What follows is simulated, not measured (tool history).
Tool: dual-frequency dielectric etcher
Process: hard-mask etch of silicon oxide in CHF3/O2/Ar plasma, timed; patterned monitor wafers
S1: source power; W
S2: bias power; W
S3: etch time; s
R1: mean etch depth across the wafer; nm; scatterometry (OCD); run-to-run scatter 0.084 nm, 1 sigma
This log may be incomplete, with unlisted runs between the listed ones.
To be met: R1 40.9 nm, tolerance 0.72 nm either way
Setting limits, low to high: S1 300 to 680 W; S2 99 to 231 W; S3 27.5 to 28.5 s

run,day,S1,S2,S3,R1
1,0,490,165,27.5,46.645
2,0.233,490,165,28.5,48.396
3,0.462,560,165,28.5,50.911
4,0.829,560,165,27.5,49.016
5,1.088,560,141,27.5,47.028
6,1.454,520,138,27.5,45.329
7,1.542,490,136,27.5,44.077
8,1.846,470,134,27.5,43.338
9,1.933,450,133,27.5,42.503
10,2.083,440,132,27.5,42.036

5 candidate next runs follow, results not yet known. Just one meets every target within its allowed miss. Identify it.
A,2.233,450,130,28.5,?
B,2.233,490,99,27.5,?
C,2.233,460,131,27.5,?
D,2.233,420,136,28.5,?
E,2.233,440,149,27.5,?

move,R1
A,43.667
B,40.607
C,42.582
D,43.051
E,43.384
A: further off than the last run
B: hits every target within its allowed miss
C: further off than the last run
D: further off than the last run
E: further off than the last run
The move that meets every target is B.
